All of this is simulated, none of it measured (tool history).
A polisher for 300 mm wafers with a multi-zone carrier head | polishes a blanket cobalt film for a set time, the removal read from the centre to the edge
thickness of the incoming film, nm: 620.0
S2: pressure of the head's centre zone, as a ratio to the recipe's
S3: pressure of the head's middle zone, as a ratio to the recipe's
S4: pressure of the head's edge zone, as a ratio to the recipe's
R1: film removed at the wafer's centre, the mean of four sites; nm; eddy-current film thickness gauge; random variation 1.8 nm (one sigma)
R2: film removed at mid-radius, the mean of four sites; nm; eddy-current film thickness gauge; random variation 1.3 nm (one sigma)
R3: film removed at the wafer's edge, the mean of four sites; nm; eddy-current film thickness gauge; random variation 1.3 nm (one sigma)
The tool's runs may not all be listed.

{"run": 1, "hour": 0.0, "flow of slurry (ml/min)": 250, "S2": 1.0, "S3": 1.0, "S4": 1.0, "polishing time (s)": 37, "R1": 247.84, "R2": 264.78, "R3": 251.49}
{"run": 2, "hour": 7.5, "flow of slurry (ml/min)": 310, "S2": 1.0, "S3": 1.0, "S4": 1.0, "polishing time (s)": 37, "R1": 254.54, "R2": 259.79, "R3": 252.75}
{"run": 3, "hour": 9.5, "flow of slurry (ml/min)": 300, "S2": 0.95, "S3": 0.97, "S4": 0.97, "polishing time (s)": 33, "R1": 213.86, "R2": 227.37, "R3": 221.23}
{"run": 4, "hour": 16.1, "flow of slurry (ml/min)": 340, "S2": 0.95, "S3": 0.97, "S4": 0.97, "polishing time (s)": 33, "R1": 226.17, "R2": 234.15, "R3": 223.76}
{"run": 5, "hour": 16.8, "flow of slurry (ml/min)": 310, "S2": 0.95, "S3": 0.97, "S4": 0.97, "polishing time (s)": 33, "R1": 221.61, "R2": 232.02, "R3": 223.91}
{"run": 6, "hour": 21.3, "flow of slurry (ml/min)": 310, "S2": 0.95, "S3": 0.92, "S4": 0.97, "polishing time (s)": 33, "R1": 222.02, "R2": 222.46, "R3": 221.0}
{"run": 7, "hour": 26.4, "flow of slurry (ml/min)": 240, "S2": 0.85, "S3": 0.89, "S4": 0.94, "polishing time (s)": 23, "R1": 137.3, "R2": 148.05, "R3": 149.69}

Forecast run 8:
{"run": 8, "hour": 33.4, "flow of slurry (ml/min)": 255, "S2": 0.84, "S3": 0.9, "S4": 0.96, "polishing time (s)": 23, "R1": "?", "R2": "?", "R3": "?"}

{"run 8": {"R1": 136.19, "R2": 148.84, "R3": 153.91}}
